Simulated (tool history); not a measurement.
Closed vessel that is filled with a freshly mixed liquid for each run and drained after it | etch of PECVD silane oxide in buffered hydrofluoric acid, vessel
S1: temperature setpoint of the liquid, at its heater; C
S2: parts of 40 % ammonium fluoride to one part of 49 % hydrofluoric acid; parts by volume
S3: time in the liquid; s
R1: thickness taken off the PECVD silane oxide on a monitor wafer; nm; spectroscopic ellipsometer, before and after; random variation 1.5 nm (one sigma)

run 1 hour=0.0 | S1=22.0 S2=14.5 S3=30 | R1=63.362
run 2 hour=7.4 | S1=23.5 S2=14.5 S3=30 | R1=68.344
run 3 hour=9.7 | S1=24.0 S2=13.5 S3=30 | R1=75.139
run 4 hour=14.4 | S1=24.5 S2=12.5 S3=30 | R1=84.325
run 5 hour=19.6 | S1=25.0 S2=12.0 S3=30 | R1=88.819
run 6 hour=21.5 | S1=25.0 S2=12.0 S3=30 | R1=87.601
run 7 hour=30.6 | S1=25.5 S2=11.5 S3=30 | R1=96.742

The next listed run, before its measurement:
run 8 hour=38.2 | S1=29.5 S2=7.5 S3=30 | R1=?

Run 8 gave R1 176.890 nm.
